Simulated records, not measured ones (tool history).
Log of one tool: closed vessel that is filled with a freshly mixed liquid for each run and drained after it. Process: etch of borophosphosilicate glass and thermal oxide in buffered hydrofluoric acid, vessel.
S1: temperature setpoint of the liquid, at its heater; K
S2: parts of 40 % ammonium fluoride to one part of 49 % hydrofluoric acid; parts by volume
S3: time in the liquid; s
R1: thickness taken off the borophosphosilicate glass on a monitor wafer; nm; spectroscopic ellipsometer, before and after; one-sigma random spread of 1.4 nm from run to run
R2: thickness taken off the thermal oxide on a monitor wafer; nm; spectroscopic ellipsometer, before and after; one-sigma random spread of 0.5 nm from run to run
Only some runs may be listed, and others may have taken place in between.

run,hour,S1,S2,S3,R1,R2
1,0,294.15,11,60,163.06,52.256
2,6.9,292.15,11,60,147.02,47.23
3,15.6,292.65,11,60,149.86,47.772
4,21.5,292.65,13.5,60,121.33,39.173
# hour 26.2: hydrofluoric acid flow meter replaced
5,26.2,292.65,13.5,45,88.133,28.049
6,27.6,292.65,11,45,106.82,34.384
7,32.1,293.65,11,45,113.16,36.222
8,33.9,294.65,11,45,121.79,38.068
9,42.5,295.15,11,45,123.44,39.027
10,48.7,295.65,11,45,127.9,40.687
11,53.3,296.15,11,45,130.63,41.792
12,53.9,296.65,11,45,134.73,42.939
13,55.6,297.15,11,45,139.24,43.941
14,64.2,297.65,11,45,142.9,44.626
15,72.6,298.15,11,45,143.65,47.457
16,78.2,298.15,10.5,45,152.74,48.251
17,82.3,298.65,10.5,45,155.23,49.935
18,82.9,298.65,10.5,45,155.77,49.858
19,84.6,299.15,10.5,45,159.34,51.897
20,91.5,301.65,9.5,45,201.05,62.257

Forecast run 21:
21,93,300.15,9.5,45,?,?

Run 21 gave R1 183.64 nm, R2 58.759 nm.
